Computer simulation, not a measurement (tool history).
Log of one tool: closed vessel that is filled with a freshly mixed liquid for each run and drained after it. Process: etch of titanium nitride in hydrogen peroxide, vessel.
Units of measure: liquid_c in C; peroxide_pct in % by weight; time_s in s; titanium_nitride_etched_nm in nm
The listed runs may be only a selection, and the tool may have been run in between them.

Run 1, hour 0: liquid_c 43 C, peroxide_pct 22.5 % by weight, time_s 210 s. Result: titanium_nitride_etched_nm 3.8393 nm.
Run 2, hour 3.1: liquid_c 43 C, peroxide_pct 20 % by weight, time_s 210 s. Result: titanium_nitride_etched_nm 3.7479 nm.
Run 3, hour 5.7: liquid_c 44.5 C, peroxide_pct 20 % by weight, time_s 210 s. Result: titanium_nitride_etched_nm 4.2104 nm.
Run 4, hour 8.4: liquid_c 44.5 C, peroxide_pct 20 % by weight, time_s 210 s. Result: titanium_nitride_etched_nm 4.181 nm.
At hour 10.6: peroxide flow meter replaced.
Run 5, hour 10.6: liquid_c 46 C, peroxide_pct 20 % by weight, time_s 210 s. Result: titanium_nitride_etched_nm 4.5568 nm.
Run 6, hour 18.6: liquid_c 41.5 C, peroxide_pct 20 % by weight, time_s 210 s. Result: titanium_nitride_etched_nm 3.278 nm.
Run 7, hour 24.9: liquid_c 43.5 C, peroxide_pct 20 % by weight, time_s 210 s. Result: titanium_nitride_etched_nm 3.855 nm.
Run 8, hour 29.8: liquid_c 45 C, peroxide_pct 20 % by weight, time_s 210 s. Result: titanium_nitride_etched_nm 4.3625 nm.

What will run 9 give?
Run 9, hour 36.6: liquid_c 46.5 C, peroxide_pct 20 % by weight, time_s 210 s. Result: titanium_nitride_etched_nm ?.

titanium_nitride_etched_nm: 4.8046 nm
